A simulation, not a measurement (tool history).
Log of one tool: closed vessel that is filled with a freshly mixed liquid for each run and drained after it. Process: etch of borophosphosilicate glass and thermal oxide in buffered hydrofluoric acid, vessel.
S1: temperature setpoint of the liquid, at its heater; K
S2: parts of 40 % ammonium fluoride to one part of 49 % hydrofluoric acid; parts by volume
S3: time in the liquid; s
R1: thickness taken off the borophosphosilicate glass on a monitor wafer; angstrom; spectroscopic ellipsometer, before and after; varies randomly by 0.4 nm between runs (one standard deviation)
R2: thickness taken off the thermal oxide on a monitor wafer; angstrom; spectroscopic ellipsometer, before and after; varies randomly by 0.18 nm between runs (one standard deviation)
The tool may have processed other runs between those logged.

| run | hour | S1 | S2 | S3 | R1 | R2 |
|---|---|---|---|---|---|---|
| 1 | 0 | 298.15 | 11.5 | 60 | 838.58 | 664.96 |
| 2 | 3.7 | 301.65 | 11.5 | 60 | 1007.9 | 788.85 |
| 3 | 11.5 | 300.15 | 11.5 | 60 | 944.24 | 733.36 |
| 4 | 18.6 | 297.65 | 12.5 | 60 | 756.97 | 592.37 |
| 5 | 25.7 | 297.65 | 12.5 | 40 | 500.41 | 395.87 |
| 6 | 33.1 | 296.65 | 12.5 | 40 | 469.59 | 375.42 |
| 7 | 33.8 | 296.15 | 12.5 | 40 | 459.77 | 365.87 |

Run 8 comes next. What will it give?
| 8 | 40 | 295.65 | 12.5 | 40 | ? | ? |

{"run 8": {"R1": 457.57, "R2": 351.49}}
